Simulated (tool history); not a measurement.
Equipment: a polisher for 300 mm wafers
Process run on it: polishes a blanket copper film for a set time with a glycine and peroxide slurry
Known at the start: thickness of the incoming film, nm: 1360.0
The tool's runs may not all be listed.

run,hour,flow of slurry (ml/min),pressure of the wafer on the pad (kPa),speed of the pad under the wafer (cm/s),polishing time (s),film removed (nm)
1,0,140,17.9,126,106,564.9
2,4.5,145,19.3,126,106,601.23
3,9.4,145,19.3,126,111,633.54
4,14.1,145,19.3,126,106,611.31
5,22.7,125,19.3,126,106,587.22
6,28.1,125,19.3,100,106,494.96
7,28.9,135,21.4,100,106,545.89
8,30.6,140,23.4,100,106,574.77
9,34.7,145,24.8,104,106,624.62
10,35.2,150,25.5,108,106,664.28
11,37.9,155,26.2,110,106,707.03

Run 12 is up next; what results do you expect?
12,45.3,160,26.2,110,106,?

film removed (nm): 706.88
